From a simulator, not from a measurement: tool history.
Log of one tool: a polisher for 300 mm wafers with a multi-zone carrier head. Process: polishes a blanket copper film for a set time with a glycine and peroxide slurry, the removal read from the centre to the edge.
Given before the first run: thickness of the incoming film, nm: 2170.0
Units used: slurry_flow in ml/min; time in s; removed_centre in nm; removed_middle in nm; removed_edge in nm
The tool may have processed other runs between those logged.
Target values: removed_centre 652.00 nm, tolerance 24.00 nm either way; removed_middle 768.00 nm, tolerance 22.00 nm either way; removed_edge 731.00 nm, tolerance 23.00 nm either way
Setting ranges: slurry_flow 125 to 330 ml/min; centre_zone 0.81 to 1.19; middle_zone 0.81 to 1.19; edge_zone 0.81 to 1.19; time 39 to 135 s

| run | day | slurry_flow | centre_zone | middle_zone | edge_zone | time | removed_centre | removed_middle | removed_edge |
|---|---|---|---|---|---|---|---|---|---|
| 1 | 0.000 | 210 | 1.00 | 1.00 | 1.00 | 87 | 477.96 | 487.69 | 468.51 |
| 2 | 0.288 | 215 | 0.99 | 1.02 | 1.04 | 94 | 508.85 | 532.66 | 519.89 |
| 3 | 0.662 | 225 | 0.99 | 1.05 | 1.07 | 99 | 551.60 | 588.04 | 558.61 |
| 4 | 0.996 | 225 | 0.98 | 1.06 | 1.09 | 103 | 559.64 | 608.16 | 581.74 |
| 5 | 1.321 | 230 | 0.97 | 1.07 | 1.11 | 107 | 579.47 | 630.86 | 605.69 |
| 6 | 1.450 | 225 | 0.96 | 1.08 | 1.12 | 111 | 595.46 | 665.48 | 632.66 |
| 7 | 1.688 | 230 | 0.95 | 1.09 | 1.13 | 113 | 609.85 | 687.62 | 650.77 |
| 8 | 1.892 | 230 | 0.95 | 1.09 | 1.13 | 113 | 606.54 | 683.83 | 659.43 |
| 9 | 2.138 | 240 | 0.95 | 1.10 | 1.14 | 114 | 615.23 | 708.94 | 663.01 |
| 10 | 2.396 | 240 | 0.95 | 1.10 | 1.14 | 114 | 597.81 | 713.47 | 674.06 |
| 11 | 2.708 | 250 | 0.97 | 1.10 | 1.15 | 115 | 634.67 | 712.56 | 688.76 |
| 12 | 3.062 | 260 | 0.97 | 1.11 | 1.15 | 115 | 629.18 | 723.41 | 666.11 |
| 13 | 3.100 | 255 | 0.96 | 1.11 | 1.16 | 116 | 636.01 | 716.13 | 682.65 |
| 14 | 3.362 | 255 | 0.95 | 1.11 | 1.16 | 117 | 631.61 | 732.51 | 676.21 |
| 15 | 3.708 | 245 | 0.95 | 1.12 | 1.17 | 118 | 638.75 | 735.86 | 692.65 |
| 16 | 3.958 | 250 | 0.94 | 1.12 | 1.17 | 119 | 631.34 | 746.68 | 700.14 |
| 17 | 4.117 | 250 | 0.94 | 1.12 | 1.17 | 120 | 629.69 | 762.37 | 715.75 |

Of the 4 settings listed for the next run, only one would bring every result within its allowed miss of target. Which one?
| A | 4.275 | 275 | 0.85 | 1.16 | 1.19 | 118 | ? | ? | ? |
| B | 4.275 | 225 | 0.94 | 1.12 | 1.19 | 124 | ? | ? | ? |
| C | 4.275 | 235 | 0.81 | 1.05 | 1.19 | 131 | ? | ? | ? |
| D | 4.275 | 240 | 0.85 | 1.12 | 1.19 | 122 | ? | ? | ? |

| move | removed_centre | removed_middle | removed_edge |
|---|---|---|---|
| A | 577.29 | 768.55 | 714.05 |
| B | 652.91 | 763.85 | 736.74 |
| C | 597.22 | 768.73 | 782.52 |
| D | 585.99 | 758.45 | 729.59 |
A: misses by more than the last run did
B: each result inside its tolerance
C: misses by more than the last run did
D: misses by more than the last run did
B is the move that brings every result within its allowed miss.
